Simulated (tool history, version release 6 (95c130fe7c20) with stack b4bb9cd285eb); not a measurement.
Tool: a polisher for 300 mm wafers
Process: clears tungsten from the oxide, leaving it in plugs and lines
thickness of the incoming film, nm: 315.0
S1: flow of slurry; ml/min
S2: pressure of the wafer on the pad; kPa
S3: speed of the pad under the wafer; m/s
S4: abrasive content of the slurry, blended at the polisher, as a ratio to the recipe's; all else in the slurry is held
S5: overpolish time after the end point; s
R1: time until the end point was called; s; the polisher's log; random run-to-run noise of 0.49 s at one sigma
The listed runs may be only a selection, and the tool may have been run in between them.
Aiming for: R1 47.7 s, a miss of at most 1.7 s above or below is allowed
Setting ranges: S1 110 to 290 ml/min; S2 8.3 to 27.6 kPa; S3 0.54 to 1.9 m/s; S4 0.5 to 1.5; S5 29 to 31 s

run  hour   S1    S2    S3  S4  S5      R1
  1     0  185  17.9  1.22   1  29  88.369
  2   4.3  185  16.5  1.22   1  29  95.725
  3   9.4  190    20  1.24   1  29  79.059
  4  10.6  160    20  1.24   1  29  79.513
  5  12.5  195    20  1.24   1  29  78.998
  6  17.6  195  22.1   1.3   1  29  66.386
  7  25.9  195  23.4  1.32   1  29  62.546
  8  32.7  195  24.8  1.34   1  29  59.665
  9  34.9  195  25.5  1.38   1  29  55.237
 10  36.8  210  27.6   1.4   1  29   50.72
 11  43.6  210  27.6  1.42   1  29  50.001
 12  45.2  210  27.6  1.42   1  29  50.362
 13  48.3  210  27.6  1.44   1  29  49.618

Pick the move, out of 5, that brings all results within their allowed miss; only one does.
  A  51.4  210  26.2  1.46  0.95  29   ?
  B  51.4  220  27.6  1.56  0.85  29   ?
  C  51.4  235  27.6  1.52   1.2  31   ?
  D  51.4  205  26.2   1.5   0.9  30   ?
  E  51.4  220  25.5   1.5  0.95  29   ?

move      R1
   A   51.68
   B  47.746
   C  43.781
   D  51.421
   E   51.57
A: its largest miss is bigger than the last run's
B: every result lands within tolerance
C: carries the result that was furthest off beyond its target, to the other side
D: its largest miss is bigger than the last run's
E: its largest miss is bigger than the last run's
The right move is B.
